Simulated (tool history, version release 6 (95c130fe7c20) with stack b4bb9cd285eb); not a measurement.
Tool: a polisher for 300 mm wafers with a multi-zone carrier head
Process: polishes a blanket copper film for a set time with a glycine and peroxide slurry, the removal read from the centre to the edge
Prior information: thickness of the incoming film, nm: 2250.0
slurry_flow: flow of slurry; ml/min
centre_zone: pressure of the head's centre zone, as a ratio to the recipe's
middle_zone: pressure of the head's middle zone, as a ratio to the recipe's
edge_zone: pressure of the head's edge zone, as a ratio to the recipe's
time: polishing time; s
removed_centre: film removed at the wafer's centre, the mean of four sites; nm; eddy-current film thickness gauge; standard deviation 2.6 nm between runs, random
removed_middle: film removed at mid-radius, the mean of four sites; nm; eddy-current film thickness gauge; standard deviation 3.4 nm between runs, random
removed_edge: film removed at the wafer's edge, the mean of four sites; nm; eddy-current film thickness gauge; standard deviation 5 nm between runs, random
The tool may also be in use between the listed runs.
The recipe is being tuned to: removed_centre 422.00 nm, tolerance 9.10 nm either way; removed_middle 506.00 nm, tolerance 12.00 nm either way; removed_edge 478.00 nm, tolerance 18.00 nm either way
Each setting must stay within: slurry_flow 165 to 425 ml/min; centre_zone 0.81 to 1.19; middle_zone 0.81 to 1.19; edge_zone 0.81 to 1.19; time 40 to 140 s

run,hour,slurry_flow,centre_zone,middle_zone,edge_zone,time,removed_centre,removed_middle,removed_edge
1,0.0,275,1.00,1.00,1.00,90,493.55,497.69,485.79
2,3.2,270,0.99,1.00,1.00,90,487.51,503.97,501.33
3,8.3,270,0.98,1.00,0.99,90,485.66,499.66,493.58
4,14.4,270,0.98,0.94,0.99,90,485.27,478.96,485.41
5,16.8,265,0.97,0.95,0.98,90,477.43,483.20,484.67
6,18.6,260,0.96,0.96,0.97,90,471.39,486.57,485.99
7,23.8,255,0.95,0.97,0.96,90,465.32,487.73,480.20
8,27.8,250,0.94,0.98,0.96,90,458.22,491.53,482.58
9,33.5,250,0.94,0.98,0.96,90,458.00,489.79,489.73
10,34.3,250,0.93,0.99,0.95,90,449.70,493.66,473.44

Pick the move, out of 5, that brings all results within their allowed miss; only one does.
A,35.1,255,0.86,0.94,1.05,95,?,?,?
B,35.1,270,0.91,1.09,1.05,85,?,?,?
C,35.1,280,0.82,1.03,0.83,94,?,?,?
D,35.1,195,0.85,1.01,0.93,98,?,?,?
E,35.1,205,0.92,1.04,1.19,91,?,?,?

move,removed_centre,removed_middle,removed_edge
A,444.82,508.87,524.23
B,424.54,512.22,470.31
C,424.21,544.82,472.05
D,437.70,536.61,500.07
E,443.53,512.46,521.82
A: better than the last run, though not everything is in spec
B: each result inside its tolerance
C: corrects the largest miss of the last run, while another result sits out of spec
D: better than the last run, though not everything is in spec
E: better than the last run, though not everything is in spec
B is the move that brings every result within its allowed miss.
